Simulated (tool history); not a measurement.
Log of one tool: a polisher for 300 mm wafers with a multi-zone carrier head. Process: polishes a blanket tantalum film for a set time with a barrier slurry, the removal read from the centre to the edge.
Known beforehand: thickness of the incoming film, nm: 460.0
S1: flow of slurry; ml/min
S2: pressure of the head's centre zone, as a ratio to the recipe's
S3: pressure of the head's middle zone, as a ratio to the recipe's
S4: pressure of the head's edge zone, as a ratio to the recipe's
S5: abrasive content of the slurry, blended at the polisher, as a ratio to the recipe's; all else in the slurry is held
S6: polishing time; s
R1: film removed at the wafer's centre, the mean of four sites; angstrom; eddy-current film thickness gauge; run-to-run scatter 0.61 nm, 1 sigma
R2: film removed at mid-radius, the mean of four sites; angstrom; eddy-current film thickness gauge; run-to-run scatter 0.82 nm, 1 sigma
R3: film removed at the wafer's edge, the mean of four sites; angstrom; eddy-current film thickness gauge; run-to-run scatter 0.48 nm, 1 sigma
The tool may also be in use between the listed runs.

| run | hour | S1 | S2 | S3 | S4 | S5 | S6 | R1 | R2 | R3 |
|---|---|---|---|---|---|---|---|---|---|---|
| 1 | 0.0 | 185 | 1.00 | 1.00 | 1.00 | 1.00 | 68 | 1009.50 | 1022.20 | 1022.90 |
| 2 | 3.2 | 185 | 1.00 | 0.99 | 0.98 | 0.95 | 67 | 981.70 | 989.15 | 988.90 |
| 3 | 4.2 | 185 | 1.00 | 0.99 | 0.97 | 0.90 | 66 | 952.41 | 956.00 | 953.00 |
| 4 | 7.3 | 185 | 1.06 | 0.99 | 0.97 | 0.90 | 66 | 1016.20 | 966.14 | 950.57 |
| 5 | 14.1 | 185 | 1.06 | 1.04 | 0.97 | 0.90 | 66 | 1025.80 | 987.60 | 951.35 |
| 6 | 19.0 | 185 | 1.06 | 1.04 | 0.97 | 0.90 | 58 | 891.82 | 875.82 | 830.70 |

The next listed run, before its measurement:
| 7 | 22.9 | 180 | 1.06 | 1.03 | 0.96 | 0.90 | 58 | ? | ? | ? |

Run 7 came out at R1 897.28 angstrom, R2 867.02 angstrom, R3 832.01 angstrom.

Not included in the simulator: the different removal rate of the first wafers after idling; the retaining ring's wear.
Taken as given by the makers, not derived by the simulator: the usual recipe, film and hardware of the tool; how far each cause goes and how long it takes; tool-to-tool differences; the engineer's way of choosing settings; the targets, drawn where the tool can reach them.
